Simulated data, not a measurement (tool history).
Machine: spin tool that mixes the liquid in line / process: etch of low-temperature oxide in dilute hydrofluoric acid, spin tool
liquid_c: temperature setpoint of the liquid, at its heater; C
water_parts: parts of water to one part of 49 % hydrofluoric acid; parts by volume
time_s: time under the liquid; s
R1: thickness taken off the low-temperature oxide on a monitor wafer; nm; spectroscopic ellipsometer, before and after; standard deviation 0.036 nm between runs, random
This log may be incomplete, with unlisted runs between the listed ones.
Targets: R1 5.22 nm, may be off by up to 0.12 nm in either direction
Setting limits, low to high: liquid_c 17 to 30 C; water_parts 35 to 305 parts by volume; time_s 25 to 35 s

Run 1, hour 0: liquid_c 22 C, water_parts 170 parts by volume, time_s 35 s. Result: R1 4.2976 nm.
Run 2, hour 7: liquid_c 22 C, water_parts 130 parts by volume, time_s 35 s. Result: R1 5.9543 nm.
Run 3, hour 13.5: liquid_c 21.5 C, water_parts 130 parts by volume, time_s 35 s. Result: R1 5.746 nm.
Run 4, hour 21.9: liquid_c 21 C, water_parts 130 parts by volume, time_s 35 s. Result: R1 5.7213 nm.
Run 5, hour 24.7: liquid_c 23.5 C, water_parts 130 parts by volume, time_s 35 s. Result: R1 6.1941 nm.
Run 6, hour 28.8: liquid_c 23.5 C, water_parts 130 parts by volume, time_s 25 s. Result: R1 4.4114 nm.
Run 7, hour 30.8: liquid_c 22.5 C, water_parts 130 parts by volume, time_s 25 s. Result: R1 4.3114 nm.
Run 8, hour 38.3: liquid_c 23.5 C, water_parts 125 parts by volume, time_s 25 s. Result: R1 4.685 nm.
Run 9, hour 44.6: liquid_c 23.5 C, water_parts 120 parts by volume, time_s 25 s. Result: R1 4.8805 nm.

Which single option among these 4 for the next run brings every result within its allowed miss of target? Just one does.
Run A, hour 50.9: liquid_c 23 C, water_parts 135 parts by volume, time_s 30 s. Result: R1 ?.
Run B, hour 50.9: liquid_c 25 C, water_parts 120 parts by volume, time_s 25 s. Result: R1 ?.
Run C, hour 50.9: liquid_c 25 C, water_parts 130 parts by volume, time_s 25 s. Result: R1 ?.
Run D, hour 50.9: liquid_c 27 C, water_parts 155 parts by volume, time_s 30 s. Result: R1 ?.

move      R1
   A  4.9951
   B  5.1515
   C   4.698
   D  4.9464
A: closer than the last run, but not yet in spec
B: each result inside its tolerance
C: lands further from the targets than the last run did
D: closer than the last run, but not yet in spec
B meets every target.

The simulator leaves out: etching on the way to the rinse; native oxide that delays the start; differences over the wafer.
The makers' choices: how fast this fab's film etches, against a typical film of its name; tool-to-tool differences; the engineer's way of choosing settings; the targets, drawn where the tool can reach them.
